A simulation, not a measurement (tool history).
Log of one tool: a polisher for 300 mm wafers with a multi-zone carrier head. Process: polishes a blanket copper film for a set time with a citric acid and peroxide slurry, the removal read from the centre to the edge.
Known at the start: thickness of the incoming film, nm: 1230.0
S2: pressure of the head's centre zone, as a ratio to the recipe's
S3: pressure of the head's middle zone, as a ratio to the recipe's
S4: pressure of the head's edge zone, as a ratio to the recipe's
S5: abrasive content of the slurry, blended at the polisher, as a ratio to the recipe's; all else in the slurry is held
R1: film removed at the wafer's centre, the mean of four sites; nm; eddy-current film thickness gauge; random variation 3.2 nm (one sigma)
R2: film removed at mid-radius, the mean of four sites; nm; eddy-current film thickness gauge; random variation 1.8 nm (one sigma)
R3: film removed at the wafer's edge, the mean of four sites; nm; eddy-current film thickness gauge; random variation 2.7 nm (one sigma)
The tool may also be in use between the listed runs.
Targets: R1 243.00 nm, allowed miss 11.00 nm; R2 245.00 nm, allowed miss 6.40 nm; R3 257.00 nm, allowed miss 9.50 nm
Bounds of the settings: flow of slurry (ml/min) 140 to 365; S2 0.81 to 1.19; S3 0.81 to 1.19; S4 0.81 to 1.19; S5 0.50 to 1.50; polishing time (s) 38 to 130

run 1 hour=0.0 | flow_of_slurry_(ml/min)=235 S2=1.00 S3=1.00 S4=1.00 S5=1.00 polishing_time_(s)=84 | R1=197.82 R2=197.63 R3=202.48
run 2 hour=5.5 | flow_of_slurry_(ml/min)=235 S2=1.00 S3=0.94 S4=1.00 S5=1.00 polishing_time_(s)=84 | R1=198.24 R2=188.34 R3=200.68
run 3 hour=6.6 | flow_of_slurry_(ml/min)=235 S2=1.00 S3=0.94 S4=1.00 S5=0.80 polishing_time_(s)=84 | R1=189.87 R2=177.89 R3=188.56
run 4 hour=9.9 | flow_of_slurry_(ml/min)=285 S2=1.00 S3=0.94 S4=1.00 S5=0.80 polishing_time_(s)=84 | R1=194.04 R2=185.24 R3=197.19
run 5 hour=10.6 | flow_of_slurry_(ml/min)=285 S2=1.00 S3=0.98 S4=1.00 S5=0.80 polishing_time_(s)=84 | R1=193.29 R2=189.94 R3=197.72
run 6 hour=14.7 | flow_of_slurry_(ml/min)=300 S2=1.03 S3=1.01 S4=1.04 S5=0.90 polishing_time_(s)=85 | R1=205.11 R2=200.97 R3=209.54
run 7 hour=18.2 | flow_of_slurry_(ml/min)=310 S2=1.04 S3=1.03 S4=1.06 S5=1.05 polishing_time_(s)=86 | R1=217.50 R2=214.41 R3=215.06
run 8 hour=22.9 | flow_of_slurry_(ml/min)=300 S2=1.02 S3=1.02 S4=1.08 S5=1.15 polishing_time_(s)=89 | R1=224.11 R2=223.86 R3=236.23
run 9 hour=29.5 | flow_of_slurry_(ml/min)=305 S2=1.03 S3=1.03 S4=1.10 S5=1.20 polishing_time_(s)=89 | R1=236.00 R2=230.34 R3=238.07
run 10 hour=30.6 | flow_of_slurry_(ml/min)=305 S2=1.02 S3=1.04 S4=1.12 S5=1.25 polishing_time_(s)=89 | R1=229.93 R2=233.72 R3=243.44
run 11 hour=39.0 | flow_of_slurry_(ml/min)=305 S2=1.03 S3=1.05 S4=1.13 S5=1.30 polishing_time_(s)=89 | R1=235.28 R2=237.85 R3=248.79
run 12 hour=40.2 | flow_of_slurry_(ml/min)=305 S2=1.03 S3=1.05 S4=1.14 S5=1.30 polishing_time_(s)=89 | R1=240.10 R2=242.43 R3=247.06
run 13 hour=42.8 | flow_of_slurry_(ml/min)=310 S2=1.01 S3=1.02 S4=1.19 S5=1.40 polishing_time_(s)=89 | R1=233.53 R2=233.92 R3=256.82

Which of these 5 next moves meets every target?
run A hour=45.4 | flow_of_slurry_(ml/min)=255 S2=0.91 S3=1.02 S4=1.15 S5=1.40 polishing_time_(s)=97 | R1=? R2=? R3=?
run B hour=45.4 | flow_of_slurry_(ml/min)=290 S2=1.02 S3=1.03 S4=1.12 S5=1.20 polishing_time_(s)=95 | R1=? R2=? R3=?
run C hour=45.4 | flow_of_slurry_(ml/min)=315 S2=0.97 S3=1.01 S4=1.18 S5=1.35 polishing_time_(s)=88 | R1=? R2=? R3=?
run D hour=45.4 | flow_of_slurry_(ml/min)=235 S2=0.97 S3=1.05 S4=1.19 S5=1.35 polishing_time_(s)=92 | R1=? R2=? R3=?
run E hour=45.4 | flow_of_slurry_(ml/min)=260 S2=1.05 S3=0.98 S4=1.16 S5=1.30 polishing_time_(s)=94 | R1=? R2=? R3=?

move=A R1=221.89 R2=254.56 R3=268.23
move=B R1=239.67 R2=246.58 R3=253.39
move=C R1=218.48 R2=232.43 R3=249.02
move=D R1=220.13 R2=242.83 R3=254.79
move=E R1=244.98 R2=235.05 R3=257.50
A: takes the result that was furthest off past its target
B: meets every target
C: further off than the last run
D: brings the result that was furthest off to its target, and leaves another outside
E: nearer than the last run, and not there yet
Answer: B

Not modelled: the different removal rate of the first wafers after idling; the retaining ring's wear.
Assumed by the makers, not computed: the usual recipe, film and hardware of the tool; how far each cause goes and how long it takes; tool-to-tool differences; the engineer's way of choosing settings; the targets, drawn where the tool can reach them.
